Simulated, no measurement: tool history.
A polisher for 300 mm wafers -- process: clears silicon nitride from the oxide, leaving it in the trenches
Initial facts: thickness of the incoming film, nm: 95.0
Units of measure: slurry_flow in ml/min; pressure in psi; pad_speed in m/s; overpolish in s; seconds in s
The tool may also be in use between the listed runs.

run	hour	slurry_flow	pressure	pad_speed	overpolish	seconds
1	0	305	2.1	1.16	13	131.23
2	7.1	305	2.1	1.16	13	129.77
3	10.6	305	2	1.16	13	135.45
4	14.5	305	2	1.16	13	134.46
5	21.9	260	2	1.16	13	138.24
6	30	260	1.9	1.16	13	143.51

The next listed run, before its measurement:
7	37.1	260	1.8	1.16	13	?

seconds: 149.56 s
